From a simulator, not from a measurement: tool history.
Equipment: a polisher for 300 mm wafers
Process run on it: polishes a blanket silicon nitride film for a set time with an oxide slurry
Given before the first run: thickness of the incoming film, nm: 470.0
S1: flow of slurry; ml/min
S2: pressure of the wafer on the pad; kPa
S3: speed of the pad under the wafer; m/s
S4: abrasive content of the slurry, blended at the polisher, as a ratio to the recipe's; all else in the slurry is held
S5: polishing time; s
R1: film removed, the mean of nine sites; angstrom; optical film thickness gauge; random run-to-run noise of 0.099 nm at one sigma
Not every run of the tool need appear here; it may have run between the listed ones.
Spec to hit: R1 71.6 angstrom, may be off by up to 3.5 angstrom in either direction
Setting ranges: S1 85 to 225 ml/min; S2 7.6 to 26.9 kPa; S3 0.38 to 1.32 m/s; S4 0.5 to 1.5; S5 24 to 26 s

run	hour	S1	S2	S3	S4	S5	R1
1	0	145	17.2	0.84	1	26	111.83
2	2	145	15.2	0.82	1	26	101.56
3	7.5	145	15.2	0.82	1	26	100.87
4	9.8	145	15.2	0.96	1	26	115.48
5	10.8	145	15.2	0.96	1	26	115.28
6	12.2	145	13.1	0.92	1	26	104.27
7	13.7	145	11.7	0.86	1	26	91.26
8	22.6	145	10.3	0.84	1	26	80.043

Which one of the following 4 next-run settings gets every result inside its allowed miss? There is exactly one.
A	31.5	145	9	0.74	1.05	24	?
B	31.5	165	11.7	0.82	1	26	?
C	31.5	155	11.7	0.78	0.85	24	?
D	31.5	150	9	1.08	1.05	25	?

move	R1
A	66.785
B	90.912
C	74.205
D	94.74
A: takes the biggest miss from the last run beyond its target
B: moves away from the targets compared with the last run
C: meets every target
D: moves away from the targets compared with the last run
Correct choice: C, which meets every target
